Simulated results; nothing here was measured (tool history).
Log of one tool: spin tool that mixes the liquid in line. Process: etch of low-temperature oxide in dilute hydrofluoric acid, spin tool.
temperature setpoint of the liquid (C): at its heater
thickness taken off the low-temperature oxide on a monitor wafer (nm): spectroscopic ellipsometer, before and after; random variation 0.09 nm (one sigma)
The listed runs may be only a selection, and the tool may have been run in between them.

run,hour,temperature setpoint of the liquid (C),parts of water to one part of 49 % hydrofluoric acid (parts by volume),time under the liquid (s),thickness taken off the low-temperature oxide on a monitor wafer (nm)
1,0,26,55,55,23.788
2,1.2,26,70,55,18.15
3,6.7,26,70,40,13.209
4,15.2,24.5,70,40,12.445
5,18.4,24.5,70,55,16.819
6,24.5,24.5,50,55,24.48

Predict the results of run 7:
7,28.1,23,55,55,?

thickness taken off the low-temperature oxide on a monitor wafer (nm): 20.665

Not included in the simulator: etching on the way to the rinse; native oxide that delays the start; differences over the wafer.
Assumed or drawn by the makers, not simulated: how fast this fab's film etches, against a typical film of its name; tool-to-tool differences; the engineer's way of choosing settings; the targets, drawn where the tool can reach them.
